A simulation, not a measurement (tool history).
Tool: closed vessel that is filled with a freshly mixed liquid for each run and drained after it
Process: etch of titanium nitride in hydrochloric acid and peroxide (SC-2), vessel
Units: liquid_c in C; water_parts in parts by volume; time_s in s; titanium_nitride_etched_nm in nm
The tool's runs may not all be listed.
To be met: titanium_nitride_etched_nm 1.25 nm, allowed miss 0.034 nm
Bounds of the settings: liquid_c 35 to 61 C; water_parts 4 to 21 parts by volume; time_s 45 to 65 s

{"run": 1, "hour": 0.0, "liquid_c": 45, "water_parts": 11.5, "time_s": 65, "titanium_nitride_etched_nm": 1.6851}
{"run": 2, "hour": 7.9, "liquid_c": 45, "water_parts": 8, "time_s": 65, "titanium_nitride_etched_nm": 2.3048}
{"run": 3, "hour": 14.7, "liquid_c": 45, "water_parts": 4, "time_s": 65, "titanium_nitride_etched_nm": 3.7685}
{"run": 4, "hour": 19.4, "liquid_c": 45, "water_parts": 8, "time_s": 65, "titanium_nitride_etched_nm": 2.2583}
{"run": 5, "hour": 21.9, "liquid_c": 52, "water_parts": 8, "time_s": 65, "titanium_nitride_etched_nm": 3.6529}
{"run": 6, "hour": 30.0, "liquid_c": 46, "water_parts": 8, "time_s": 65, "titanium_nitride_etched_nm": 2.4292}
{"run": 7, "hour": 31.4, "liquid_c": 42.5, "water_parts": 8, "time_s": 65, "titanium_nitride_etched_nm": 1.8991}
{"run": 8, "hour": 36.3, "liquid_c": 40.5, "water_parts": 8, "time_s": 65, "titanium_nitride_etched_nm": 1.6611}
{"run": 9, "hour": 37.5, "liquid_c": 39, "water_parts": 8, "time_s": 65, "titanium_nitride_etched_nm": 1.5153}
{"run": 10, "hour": 41.9, "liquid_c": 38, "water_parts": 8, "time_s": 65, "titanium_nitride_etched_nm": 1.3916}

Which of these 4 next moves meets every target?
{"run": "A", "hour": 46.3, "liquid_c": 40, "water_parts": 7.5, "time_s": 60, "titanium_nitride_etched_nm": "?"}
{"run": "B", "hour": 46.3, "liquid_c": 40.5, "water_parts": 9.5, "time_s": 65, "titanium_nitride_etched_nm": "?"}
{"run": "C", "hour": 46.3, "liquid_c": 44, "water_parts": 8, "time_s": 45, "titanium_nitride_etched_nm": "?"}
{"run": "D", "hour": 46.3, "liquid_c": 36.5, "water_parts": 5, "time_s": 45, "titanium_nitride_etched_nm": "?"}

move=A titanium_nitride_etched_nm=1.574
move=B titanium_nitride_etched_nm=1.4594
move=C titanium_nitride_etched_nm=1.4844
move=D titanium_nitride_etched_nm=1.246
A: further off than the last run
B: further off than the last run
C: further off than the last run
D: meets every target
Move D is the one to make.

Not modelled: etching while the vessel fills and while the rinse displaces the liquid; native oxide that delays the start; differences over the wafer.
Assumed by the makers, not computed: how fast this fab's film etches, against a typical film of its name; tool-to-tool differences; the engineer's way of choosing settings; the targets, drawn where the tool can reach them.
